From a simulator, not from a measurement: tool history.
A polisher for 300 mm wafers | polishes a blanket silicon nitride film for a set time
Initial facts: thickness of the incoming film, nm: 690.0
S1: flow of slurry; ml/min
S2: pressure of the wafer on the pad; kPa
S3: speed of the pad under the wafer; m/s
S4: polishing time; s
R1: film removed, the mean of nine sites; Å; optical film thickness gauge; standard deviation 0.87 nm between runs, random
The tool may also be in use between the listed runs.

run  hour   S1    S2    S3  S4      R1
  1     0  150    31  0.96  35  657.64
  2   7.1  150    31  1.08  35  724.77
  3   8.6  150  29.6  1.08  35  697.36
  4  11.6  150  28.3  1.08  35  670.69
  5  12.6  150  28.3  1.28  35   742.9
  6  14.2  150  33.1  1.28  35  881.03

Run 7 comes next. What will it give?
  7  19.9  150  24.1  1.24  35   ?

{"run 7": {"R1": 633.59}}

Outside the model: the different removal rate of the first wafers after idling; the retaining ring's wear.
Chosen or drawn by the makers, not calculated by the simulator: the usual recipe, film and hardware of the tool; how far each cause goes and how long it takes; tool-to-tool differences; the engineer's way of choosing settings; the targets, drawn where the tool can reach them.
